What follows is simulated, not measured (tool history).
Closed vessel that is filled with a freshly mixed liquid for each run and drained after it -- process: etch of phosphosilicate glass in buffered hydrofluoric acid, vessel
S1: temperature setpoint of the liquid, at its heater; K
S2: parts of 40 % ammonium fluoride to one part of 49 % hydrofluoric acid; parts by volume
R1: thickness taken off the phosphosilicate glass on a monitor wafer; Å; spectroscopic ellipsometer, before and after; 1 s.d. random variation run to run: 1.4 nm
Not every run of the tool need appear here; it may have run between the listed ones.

{"run": 1, "day": 0.0, "S1": 295.15, "S2": 9.5, "time in the liquid (s)": 95, "R1": 7784.6}
{"run": 2, "day": 0.321, "S1": 294.65, "S2": 10, "time in the liquid (s)": 95, "R1": 7363.5}
{"run": 3, "day": 0.45, "S1": 294.65, "S2": 7.5, "time in the liquid (s)": 95, "R1": 9608.8}
{"run": 4, "day": 0.488, "S1": 294.15, "S2": 8, "time in the liquid (s)": 95, "R1": 8699.8}
{"run": 5, "day": 0.817, "S1": 293.65, "S2": 8.5, "time in the liquid (s)": 95, "R1": 7896}
{"run": 6, "day": 1.079, "S1": 291.15, "S2": 8.5, "time in the liquid (s)": 95, "R1": 6926.5}
{"run": 7, "day": 1.288, "S1": 291.15, "S2": 9, "time in the liquid (s)": 95, "R1": 6438.9}
{"run": 8, "day": 1.45, "S1": 291.15, "S2": 9.5, "time in the liquid (s)": 95, "R1": 6239.3}
{"run": 9, "day": 1.742, "S1": 291.15, "S2": 10, "time in the liquid (s)": 95, "R1": 6062.1}

Predict the results of run 10:
{"day": 2.067, "done": "thermometer replaced"}
{"run": 10, "day": 2.067, "S1": 290.15, "S2": 13, "time in the liquid (s)": 95, "R1": "?"}

{"run 10": {"R1": 3899}}
